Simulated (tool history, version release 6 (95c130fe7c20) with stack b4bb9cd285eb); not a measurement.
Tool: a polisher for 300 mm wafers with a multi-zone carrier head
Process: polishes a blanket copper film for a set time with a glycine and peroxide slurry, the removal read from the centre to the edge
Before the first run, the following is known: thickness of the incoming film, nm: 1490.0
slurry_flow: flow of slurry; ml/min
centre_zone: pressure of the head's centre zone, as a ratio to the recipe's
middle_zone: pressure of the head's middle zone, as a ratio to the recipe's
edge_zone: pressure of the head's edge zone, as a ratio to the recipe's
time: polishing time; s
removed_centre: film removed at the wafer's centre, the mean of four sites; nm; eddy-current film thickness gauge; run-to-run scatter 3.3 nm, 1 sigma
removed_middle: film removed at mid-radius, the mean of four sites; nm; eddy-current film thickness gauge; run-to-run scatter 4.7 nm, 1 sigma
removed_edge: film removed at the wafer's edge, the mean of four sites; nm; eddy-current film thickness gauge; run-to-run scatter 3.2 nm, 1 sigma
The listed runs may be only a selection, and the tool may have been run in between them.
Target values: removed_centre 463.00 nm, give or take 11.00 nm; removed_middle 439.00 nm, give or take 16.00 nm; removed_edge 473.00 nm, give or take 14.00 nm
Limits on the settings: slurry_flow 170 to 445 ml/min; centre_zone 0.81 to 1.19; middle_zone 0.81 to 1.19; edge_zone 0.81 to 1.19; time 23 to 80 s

| run | hour | slurry_flow | centre_zone | middle_zone | edge_zone | time | removed_centre | removed_middle | removed_edge |
|---|---|---|---|---|---|---|---|---|---|
| 1 | 0.0 | 285 | 1.00 | 1.00 | 1.00 | 51 | 355.43 | 359.36 | 360.44 |
| 2 | 3.5 | 285 | 1.03 | 1.00 | 1.00 | 51 | 363.69 | 359.94 | 358.42 |
| 3 | 8.1 | 285 | 1.08 | 1.00 | 1.00 | 51 | 383.26 | 361.02 | 359.23 |
| 4 | 11.0 | 290 | 1.08 | 1.00 | 1.02 | 52 | 394.83 | 368.91 | 374.11 |
| 5 | 17.2 | 290 | 1.14 | 1.00 | 1.02 | 52 | 415.83 | 369.37 | 374.79 |
| 6 | 21.7 | 295 | 1.14 | 1.01 | 1.04 | 53 | 420.59 | 378.45 | 380.24 |
| 7 | 29.2 | 295 | 1.13 | 1.01 | 1.05 | 54 | 421.55 | 384.74 | 394.03 |
| 8 | 30.7 | 300 | 1.13 | 1.01 | 1.06 | 55 | 433.95 | 391.43 | 403.71 |

Pick the move, out of 5, that brings all results within their allowed miss; only one does.
| A | 32.2 | 170 | 0.98 | 1.04 | 0.91 | 68 | ? | ? | ? |
| B | 32.2 | 285 | 1.07 | 1.09 | 0.99 | 62 | ? | ? | ? |
| C | 32.2 | 310 | 0.98 | 0.95 | 1.19 | 65 | ? | ? | ? |
| D | 32.2 | 305 | 1.06 | 0.99 | 1.14 | 62 | ? | ? | ? |
| E | 32.2 | 305 | 1.05 | 1.05 | 1.04 | 60 | ? | ? | ? |

| move | removed_centre | removed_middle | removed_edge |
|---|---|---|---|
| A | 443.23 | 473.97 | 442.52 |
| B | 464.16 | 470.01 | 433.85 |
| C | 448.11 | 441.50 | 502.30 |
| D | 462.10 | 435.30 | 467.86 |
| E | 443.13 | 442.86 | 431.97 |
A: closer than the last run, but not yet in spec
B: closer than the last run, but not yet in spec
C: the result that was furthest off in the last run now lies on the other side of its target
D: all results land within tolerance of their targets
E: closer than the last run, but not yet in spec
The right move is D.

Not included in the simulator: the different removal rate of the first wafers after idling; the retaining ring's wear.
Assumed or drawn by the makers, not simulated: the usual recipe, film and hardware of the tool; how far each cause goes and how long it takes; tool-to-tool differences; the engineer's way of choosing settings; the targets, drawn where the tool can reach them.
